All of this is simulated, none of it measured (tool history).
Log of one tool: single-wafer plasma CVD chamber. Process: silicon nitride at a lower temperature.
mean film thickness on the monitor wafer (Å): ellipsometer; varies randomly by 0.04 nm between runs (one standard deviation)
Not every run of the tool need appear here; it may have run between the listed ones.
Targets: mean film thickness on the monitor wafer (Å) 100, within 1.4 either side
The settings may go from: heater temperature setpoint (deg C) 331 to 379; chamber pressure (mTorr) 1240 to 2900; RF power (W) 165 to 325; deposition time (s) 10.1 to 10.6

run  hour  heater temperature setpoint (deg C)  chamber pressure (mTorr)  RF power (W)  deposition time (s)  mean film thickness on the monitor wafer (Å)
  1     0                                  355                      2070           245                 10.6                                        120.24
  2   7.7                                  355                      1900           245                 10.6                                        118.03
  3   8.3                                  355                      1780           235                 10.6                                        112.69
  4   9.4                                  355                      1780           235                 10.6                                        112.02
  5  15.1                                  365                      1780           235                 10.6                                        112.13
  6  18.3                                  365                      1680           230                 10.6                                        109.01
  7    27                                  365                      1590           225                 10.6                                        105.78
  8  34.4                                  365                      1520           225                 10.6                                           105
  9  41.6                                  365                      1460           225                 10.6                                         104.2
 10  45.5                                  365                      1420           225                 10.6                                        103.02
 11  48.8                                  365                      1380           225                 10.6                                         102.9
 12  50.3                                  365                      1350           225                 10.6                                        103.16

Pick the move, out of 5, that brings all results within their allowed miss; only one does.
  A  51.8                                  363                      1240           230                 10.1                                             ?
  B  51.8                                  376                      1270           230                 10.1                                             ?
  C  51.8                                  367                      1410           215                 10.6                                             ?
  D  51.8                                  357                      1270           210                 10.6                                             ?
  E  51.8                                  349                      1240           220                 10.3                                             ?

move  mean film thickness on the monitor wafer (Å)
   A                                        97.799
   B                                        97.726
   C                                        100.48
   D                                        97.057
   E                                        97.266
A: the result that was furthest off in the last run now lies on the other side of its target
B: the result that was furthest off in the last run now lies on the other side of its target
C: hits every target within its allowed miss
D: the result that was furthest off in the last run now lies on the other side of its target
E: the result that was furthest off in the last run now lies on the other side of its target
Move C is the one to make.
